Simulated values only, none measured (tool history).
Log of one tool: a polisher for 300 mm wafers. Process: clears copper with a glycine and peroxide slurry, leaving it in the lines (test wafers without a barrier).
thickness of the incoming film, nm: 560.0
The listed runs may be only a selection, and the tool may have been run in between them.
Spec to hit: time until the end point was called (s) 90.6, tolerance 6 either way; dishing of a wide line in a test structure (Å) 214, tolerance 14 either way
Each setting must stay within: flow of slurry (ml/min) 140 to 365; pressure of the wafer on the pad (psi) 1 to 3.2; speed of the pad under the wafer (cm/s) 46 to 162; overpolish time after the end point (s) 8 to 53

| run | hour | flow of slurry (ml/min) | pressure of the wafer on the pad (psi) | speed of the pad under the wafer (cm/s) | overpolish time after the end point (s) | time until the end point was called (s) | dishing of a wide line in a test structure (Å) |
|---|---|---|---|---|---|---|---|
| 1 | 0 | 235 | 2.1 | 104 | 27 | 131.02 | 223.6 |
| 2 | 6.4 | 265 | 2.1 | 104 | 27 | 130.93 | 229.11 |
| 3 | 9.7 | 265 | 2.1 | 94 | 27 | 139.25 | 216.3 |
| 4 | 18.2 | 265 | 2.1 | 94 | 31 | 137.2 | 233.57 |
| 5 | 22.8 | 265 | 2.2 | 96 | 30 | 129.98 | 225 |
| 6 | 29.4 | 265 | 2.3 | 96 | 30 | 125.54 | 223.83 |
| 7 | 31.7 | 265 | 2.4 | 96 | 30 | 118.53 | 225.01 |
| 8 | 37.5 | 265 | 2.5 | 96 | 30 | 121.64 | 219.99 |
| 9 | 41.1 | 265 | 2.5 | 96 | 30 | 119.4 | 228.77 |
| 10 | 45.6 | 265 | 2.6 | 98 | 28 | 112.75 | 219.53 |
| 11 | 53.6 | 265 | 2.9 | 102 | 27 | 100.99 | 213.64 |

Which of these 5 next moves meets every target?
| A | 61.6 | 310 | 3.2 | 124 | 42 | ? | ? |
| B | 61.6 | 310 | 3 | 124 | 40 | ? | ? |
| C | 61.6 | 230 | 3.2 | 132 | 30 | ? | ? |
| D | 61.6 | 280 | 2.8 | 118 | 24 | ? | ? |
| E | 61.6 | 260 | 2.7 | 108 | 31 | ? | ? |

| move | time until the end point was called (s) | dishing of a wide line in a test structure (Å) |
|---|---|---|
| A | 75.771 | 214.59 |
| B | 80.129 | 215.66 |
| C | 73.501 | 213.08 |
| D | 89.378 | 217.4 |
| E | 99.857 | 221.34 |
A: takes the result that was furthest off past its target
B: takes the result that was furthest off past its target
C: takes the result that was furthest off past its target
D: meets every target
E: closer than the last run, but not yet in spec
Go with D: it meets all targets.
